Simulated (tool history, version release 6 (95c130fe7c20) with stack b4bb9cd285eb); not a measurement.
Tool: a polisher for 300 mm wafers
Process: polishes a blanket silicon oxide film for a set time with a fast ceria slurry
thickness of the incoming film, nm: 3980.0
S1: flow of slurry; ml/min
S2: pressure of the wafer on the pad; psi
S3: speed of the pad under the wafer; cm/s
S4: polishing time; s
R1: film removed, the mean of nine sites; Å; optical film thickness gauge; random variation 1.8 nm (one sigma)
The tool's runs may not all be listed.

run	hour	S1	S2	S3	S4	R1
1	0	195	1.7	84	46	3205.8
2	5	195	1.7	84	46	3242.2
3	13.4	195	1.7	84	46	3234.1
4	21.9	220	1.7	84	46	3337.8
5	25.3	220	1.7	66	46	2608.9
6	27.4	255	1.7	66	46	2602.5
7	33.8	255	1.5	62	46	2234.9
8	38.6	255	1.3	58	46	1803.7

The next listed run, before its measurement:
9	44.8	255	0.8	56	46	?

Run 9 gave R1 1118.7 Å.
